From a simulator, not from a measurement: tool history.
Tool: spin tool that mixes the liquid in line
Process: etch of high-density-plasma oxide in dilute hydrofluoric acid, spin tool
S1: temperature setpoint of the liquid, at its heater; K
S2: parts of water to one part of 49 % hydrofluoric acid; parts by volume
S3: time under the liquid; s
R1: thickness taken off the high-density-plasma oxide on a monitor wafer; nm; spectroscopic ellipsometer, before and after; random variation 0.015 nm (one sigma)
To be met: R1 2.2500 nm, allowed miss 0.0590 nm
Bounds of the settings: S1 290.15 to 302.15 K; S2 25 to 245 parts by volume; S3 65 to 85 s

run	hour	S1	S2	S3	R1
1	0.0	294.15	135	85	2.9496
2	0.7	294.15	95	85	4.4326
3	2.0	294.15	95	65	3.3771
4	2.8	292.65	105	65	2.8035
5	5.3	292.65	105	85	3.7322
6	14.1	292.15	120	85	3.1223
7	17.5	291.65	130	85	2.8171
8	20.8	291.15	135	85	2.6500
9	25.1	290.65	140	85	2.5045
10	28.4	290.65	145	85	2.3743

Which of these 4 next moves meets every target?
A	31.7	291.65	150	80	?
B	31.7	292.15	150	85	?
C	31.7	295.15	140	70	?
D	31.7	290.15	120	75	?

move	R1
A	2.2361
B	2.4242
C	2.4354
D	2.5395
A: meets every target
B: further off than the last run
C: further off than the last run
D: further off than the last run
Move A is the one to make.
